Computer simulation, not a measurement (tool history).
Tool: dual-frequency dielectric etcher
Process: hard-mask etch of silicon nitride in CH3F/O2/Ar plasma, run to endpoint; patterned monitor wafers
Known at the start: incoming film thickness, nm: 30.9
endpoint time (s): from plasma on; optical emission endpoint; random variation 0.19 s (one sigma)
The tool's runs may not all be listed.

Run 1, hour 0: source power (kW) 0.55, bias power (kW) 0.084. Result: endpoint time (s) 40.978.
Run 2, hour 6.9: source power (kW) 0.58, bias power (kW) 0.085. Result: endpoint time (s) 39.537.
Run 3, hour 8.9: source power (kW) 0.6, bias power (kW) 0.085. Result: endpoint time (s) 39.22.
Run 4, hour 16.8: source power (kW) 0.5, bias power (kW) 0.085. Result: endpoint time (s) 42.742.
Run 5, hour 23.6: source power (kW) 0.5, bias power (kW) 0.096. Result: endpoint time (s) 39.83.
Run 6, hour 29.9: source power (kW) 0.5, bias power (kW) 0.105. Result: endpoint time (s) 38.589.
Run 7, hour 31.2: source power (kW) 0.51, bias power (kW) 0.105. Result: endpoint time (s) 38.24.
Run 8, hour 37.2: source power (kW) 0.52, bias power (kW) 0.105. Result: endpoint time (s) 38.064.

The next listed run, before its measurement:
Run 9, hour 40.2: source power (kW) 0.53, bias power (kW) 0.105. Result: endpoint time (s) ?.

endpoint time (s): 37.733

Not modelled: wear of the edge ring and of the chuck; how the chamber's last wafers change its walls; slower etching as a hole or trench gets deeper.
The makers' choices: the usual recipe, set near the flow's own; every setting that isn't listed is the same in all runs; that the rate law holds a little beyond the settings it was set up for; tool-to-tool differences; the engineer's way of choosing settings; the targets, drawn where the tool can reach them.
